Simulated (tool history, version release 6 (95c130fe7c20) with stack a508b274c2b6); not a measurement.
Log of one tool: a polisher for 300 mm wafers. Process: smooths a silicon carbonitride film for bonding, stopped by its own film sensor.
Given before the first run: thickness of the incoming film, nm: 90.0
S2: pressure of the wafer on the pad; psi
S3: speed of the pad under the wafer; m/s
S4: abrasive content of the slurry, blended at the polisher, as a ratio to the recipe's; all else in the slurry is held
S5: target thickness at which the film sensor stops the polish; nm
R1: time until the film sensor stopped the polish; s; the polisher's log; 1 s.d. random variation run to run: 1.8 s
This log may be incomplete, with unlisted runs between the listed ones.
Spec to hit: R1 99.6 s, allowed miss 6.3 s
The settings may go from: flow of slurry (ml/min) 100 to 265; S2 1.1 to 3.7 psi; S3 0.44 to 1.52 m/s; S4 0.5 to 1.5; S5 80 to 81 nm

Run 1, hour 0: flow of slurry (ml/min) 170, S2 2.4 psi, S3 0.98 m/s, S4 1, S5 80 nm. Result: R1 38.658 s.
Run 2, hour 1.9: flow of slurry (ml/min) 170, S2 1.9 psi, S3 0.98 m/s, S4 1, S5 80 nm. Result: R1 47.827 s.
Run 3, hour 4.1: flow of slurry (ml/min) 170, S2 1.9 psi, S3 0.8 m/s, S4 1, S5 80 nm. Result: R1 54.891 s.
Run 4, hour 8.8: flow of slurry (ml/min) 155, S2 1.9 psi, S3 0.8 m/s, S4 1, S5 80 nm. Result: R1 59.489 s.
At hour 16.7: head pressure recalibrated.
Run 5, hour 16.7: flow of slurry (ml/min) 145, S2 1.7 psi, S3 0.78 m/s, S4 1, S5 80 nm. Result: R1 68.716 s.
Run 6, hour 25.2: flow of slurry (ml/min) 145, S2 1.7 psi, S3 0.62 m/s, S4 1, S5 80 nm. Result: R1 84.608 s.
Run 7, hour 34.1: flow of slurry (ml/min) 140, S2 1.7 psi, S3 0.62 m/s, S4 1, S5 80 nm. Result: R1 84.074 s.
Run 8, hour 41: flow of slurry (ml/min) 135, S2 1.7 psi, S3 0.62 m/s, S4 1, S5 80 nm. Result: R1 82.661 s.
Run 9, hour 44: flow of slurry (ml/min) 135, S2 1.6 psi, S3 0.62 m/s, S4 1, S5 80 nm. Result: R1 89.422 s.
Run 10, hour 49.1: flow of slurry (ml/min) 135, S2 1.6 psi, S3 0.62 m/s, S4 1, S5 80 nm. Result: R1 88.569 s.
Run 11, hour 57.1: flow of slurry (ml/min) 130, S2 1.6 psi, S3 0.62 m/s, S4 1, S5 80 nm. Result: R1 87.479 s.

Next run, 5 choices. One meets every target within its allowed miss, the rest don't. Which?
Run A, hour 65.1: flow of slurry (ml/min) 140, S2 1.4 psi, S3 0.68 m/s, S4 1.05, S5 81 nm. Result: R1 ?.
Run B, hour 65.1: flow of slurry (ml/min) 115, S2 1.4 psi, S3 0.64 m/s, S4 1.05, S5 80 nm. Result: R1 ?.
Run C, hour 65.1: flow of slurry (ml/min) 155, S2 1.7 psi, S3 0.64 m/s, S4 1, S5 80 nm. Result: R1 ?.
Run D, hour 65.1: flow of slurry (ml/min) 180, S2 1.4 psi, S3 0.7 m/s, S4 1.05, S5 81 nm. Result: R1 ?.
Run E, hour 65.1: flow of slurry (ml/min) 125, S2 1.7 psi, S3 0.6 m/s, S4 1.05, S5 81 nm. Result: R1 ?.

move      R1
   A  80.919
   B  97.674
   C      79
   D  76.169
   E  75.758
A: further off than the last run
B: in spec on every target
C: further off than the last run
D: further off than the last run
E: further off than the last run
B meets every target.
